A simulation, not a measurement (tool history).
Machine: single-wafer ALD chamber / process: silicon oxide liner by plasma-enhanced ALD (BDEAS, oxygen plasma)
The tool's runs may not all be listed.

run	hour	heater temperature setpoint (°C)	number of ALD cycles (cycles)	mean film thickness on the monitor wafer (angstrom)
1	0	315	41	38.3
2	1	315	44	41.171
3	8.3	315	47	44.041
4	12.2	315	43	40.309
5	20.2	315	44	41.303
# hour 24: thermocouple changed; heater temperature recalibrated
6	24	305	44	41.431

Predict the results of run 7:
7	26.8	305	45	?

{"run 7": {"mean film thickness on the monitor wafer (angstrom)": 42.438}}

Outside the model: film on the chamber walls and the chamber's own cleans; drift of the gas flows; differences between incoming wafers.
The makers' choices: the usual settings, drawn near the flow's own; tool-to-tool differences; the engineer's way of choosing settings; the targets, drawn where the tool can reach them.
